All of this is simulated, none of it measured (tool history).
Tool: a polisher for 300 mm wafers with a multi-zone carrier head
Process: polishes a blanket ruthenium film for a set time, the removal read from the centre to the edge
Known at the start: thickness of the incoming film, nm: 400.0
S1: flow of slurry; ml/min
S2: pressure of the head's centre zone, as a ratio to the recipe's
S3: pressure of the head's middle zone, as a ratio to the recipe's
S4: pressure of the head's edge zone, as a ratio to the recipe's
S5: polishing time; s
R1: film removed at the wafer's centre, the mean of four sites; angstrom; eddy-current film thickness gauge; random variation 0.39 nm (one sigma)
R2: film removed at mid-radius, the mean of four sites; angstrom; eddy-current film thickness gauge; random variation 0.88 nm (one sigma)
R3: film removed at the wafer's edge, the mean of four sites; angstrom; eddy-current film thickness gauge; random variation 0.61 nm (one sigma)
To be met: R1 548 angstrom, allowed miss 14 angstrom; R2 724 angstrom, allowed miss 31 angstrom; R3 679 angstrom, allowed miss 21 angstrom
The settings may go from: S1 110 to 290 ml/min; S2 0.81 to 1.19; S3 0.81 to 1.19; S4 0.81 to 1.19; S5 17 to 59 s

run 1 hour=0 | S1=185 S2=1 S3=1 S4=1 S5=38 | R1=435.46 R2=443.18 R3=452.3
run 2 hour=6.3 | S1=190 S2=0.98 S3=1.03 S4=1.03 S5=40 | R1=445.23 R2=477.24 R3=479.56
run 3 hour=12.9 | S1=190 S2=0.98 S3=1 S4=1.03 S5=40 | R1=446.02 R2=453.83 R3=489.41
run 4 hour=21 | S1=190 S2=0.98 S3=0.92 S4=1.03 S5=40 | R1=448.37 R2=439.15 R3=486.75
run 5 hour=28.1 | S1=195 S2=0.96 S3=0.97 S4=1.03 S5=42 | R1=466.7 R2=479.94 R3=504.12
run 6 hour=37.1 | S1=235 S2=0.96 S3=0.97 S4=1.03 S5=42 | R1=478.08 R2=484.74 R3=525.06
run 7 hour=42.3 | S1=230 S2=0.94 S3=1.01 S4=1.04 S5=44 | R1=491.88 R2=541.22 R3=539.98
run 8 hour=43.4 | S1=235 S2=0.92 S3=1.02 S4=1.07 S5=45 | R1=487.07 R2=551.71 R3=568.53
run 9 hour=51.8 | S1=240 S2=0.92 S3=1.05 S4=1.09 S5=46 | R1=505.01 R2=587.38 R3=572.07
run 10 hour=56.7 | S1=240 S2=0.9 S3=1.05 S4=1.1 S5=47 | R1=500.34 R2=592.41 R3=598.56
run 11 hour=65.2 | S1=240 S2=0.9 S3=1.07 S4=1.11 S5=48 | R1=516.05 R2=615.35 R3=615.54
run 12 hour=71.1 | S1=240 S2=0.89 S3=1.09 S4=1.12 S5=49 | R1=520.98 R2=639.76 R3=625.93

4 next moves are on the table. One of them brings every result within its allowed miss. Which?
run A hour=77 | S1=235 S2=0.89 S3=1.05 S4=1.07 S5=47 | R1=? R2=? R3=?
run B hour=77 | S1=245 S2=1.03 S3=1.02 S4=1.11 S5=45 | R1=? R2=? R3=?
run C hour=77 | S1=225 S2=0.93 S3=0.81 S4=1.14 S5=53 | R1=? R2=? R3=?
run D hour=77 | S1=235 S2=0.88 S3=1.18 S4=1.14 S5=52 | R1=? R2=? R3=?

move=A R1=498.89 R2=599.47 R3=593.39
move=B R1=556.46 R2=562.4 R3=581.48
move=C R1=583.5 R2=541.43 R3=690.96
move=D R1=546.21 R2=733.06 R3=677.37
A: further off than the last run
B: further off than the last run
C: further off than the last run
D: meets every target
Answer: D
